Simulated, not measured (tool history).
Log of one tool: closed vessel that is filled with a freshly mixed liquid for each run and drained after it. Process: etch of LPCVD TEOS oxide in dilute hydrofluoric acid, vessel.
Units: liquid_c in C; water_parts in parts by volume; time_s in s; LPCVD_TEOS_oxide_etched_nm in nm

| run | hour | liquid_c | water_parts | time_s | LPCVD_TEOS_oxide_etched_nm |
|---|---|---|---|---|---|
| 1 | 0.0 | 21.0 | 285 | 135 | 7.1085 |
| 2 | 2.3 | 21.0 | 285 | 150 | 7.8536 |
| 3 | 6.1 | 21.5 | 285 | 150 | 8.1052 |
| 4 | 15.0 | 22.0 | 285 | 150 | 8.0598 |
| 5 | 18.7 | 22.5 | 285 | 150 | 8.2276 |
| 6 | 26.7 | 20.0 | 285 | 150 | 7.7058 |
| 7 | 31.9 | 24.0 | 280 | 150 | 8.9613 |

Forecast run 8:
| 8 | 37.4 | 23.5 | 280 | 150 | ? |

{"run 8": {"LPCVD_TEOS_oxide_etched_nm": 8.8363}}
